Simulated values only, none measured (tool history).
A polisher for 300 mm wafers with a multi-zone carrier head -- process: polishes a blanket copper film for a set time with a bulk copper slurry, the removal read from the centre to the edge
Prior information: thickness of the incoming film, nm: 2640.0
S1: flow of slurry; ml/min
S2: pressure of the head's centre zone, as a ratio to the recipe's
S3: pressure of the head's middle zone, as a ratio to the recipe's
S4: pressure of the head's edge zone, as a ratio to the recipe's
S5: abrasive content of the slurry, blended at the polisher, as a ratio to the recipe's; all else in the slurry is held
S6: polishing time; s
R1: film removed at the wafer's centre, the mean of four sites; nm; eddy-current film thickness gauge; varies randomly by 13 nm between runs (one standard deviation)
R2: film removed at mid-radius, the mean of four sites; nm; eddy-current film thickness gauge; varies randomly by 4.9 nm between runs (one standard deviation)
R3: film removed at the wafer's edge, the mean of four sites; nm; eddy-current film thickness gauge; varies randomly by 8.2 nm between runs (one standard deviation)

Run 1, hour 0: S1 205 ml/min, S2 1, S3 1, S4 1, S5 1, S6 79 s. Result: R1 608.81 nm, R2 600.43 nm, R3 619.95 nm.
Run 2, hour 7: S1 205 ml/min, S2 1.06, S3 1, S4 1, S5 1, S6 79 s. Result: R1 639.69 nm, R2 596.82 nm, R3 619.56 nm.
Run 3, hour 15.7: S1 205 ml/min, S2 1.06, S3 1, S4 1, S5 0.9, S6 79 s. Result: R1 637.35 nm, R2 599.44 nm, R3 613.58 nm.
Run 4, hour 21: S1 210 ml/min, S2 1.07, S3 1, S4 1.02, S5 0.95, S6 81 s. Result: R1 660.93 nm, R2 617.56 nm, R3 631.76 nm.
Run 5, hour 24.5: S1 205 ml/min, S2 1.07, S3 0.99, S4 1.03, S5 1, S6 84 s. Result: R1 684.36 nm, R2 638.67 nm, R3 667.69 nm.
Run 6, hour 33: S1 205 ml/min, S2 1.07, S3 0.92, S4 1.03, S5 1, S6 84 s. Result: R1 698.88 nm, R2 597.05 nm, R3 655.68 nm.
Run 7, hour 36.1: S1 205 ml/min, S2 1.07, S3 0.92, S4 1.03, S5 1, S6 84 s. Result: R1 703.7 nm, R2 602.4 nm, R3 669.78 nm.
Run 8, hour 43.2: S1 205 ml/min, S2 1.08, S3 0.92, S4 1.04, S5 1.05, S6 86 s. Result: R1 726.72 nm, R2 614.2 nm, R3 684.39 nm.
Run 9, hour 45.6: S1 205 ml/min, S2 1.08, S3 0.92, S4 1.05, S5 1.1, S6 88 s. Result: R1 753.15 nm, R2 632.05 nm, R3 714.99 nm.
Run 10, hour 49.9: S1 210 ml/min, S2 1.09, S3 0.93, S4 1.06, S5 1.15, S6 89 s. Result: R1 771.22 nm, R2 649.57 nm, R3 732.19 nm.
Run 11, hour 57.1: S1 210 ml/min, S2 1.09, S3 0.93, S4 1.06, S5 1.15, S6 89 s. Result: R1 761.46 nm, R2 661.15 nm, R3 732.83 nm.
Run 12, hour 64.6: S1 210 ml/min, S2 1.1, S3 0.92, S4 1.07, S5 1.2, S6 90 s. Result: R1 761.9 nm, R2 656.45 nm, R3 742.32 nm.

Forecast run 13:
Run 13, hour 72: S1 215 ml/min, S2 1.1, S3 0.92, S4 1.08, S5 1.2, S6 91 s. Result: R1 ?, R2 ?, R3 ?.

Run 13 gave R1 792.68 nm, R2 667.4 nm, R3 757.67 nm.
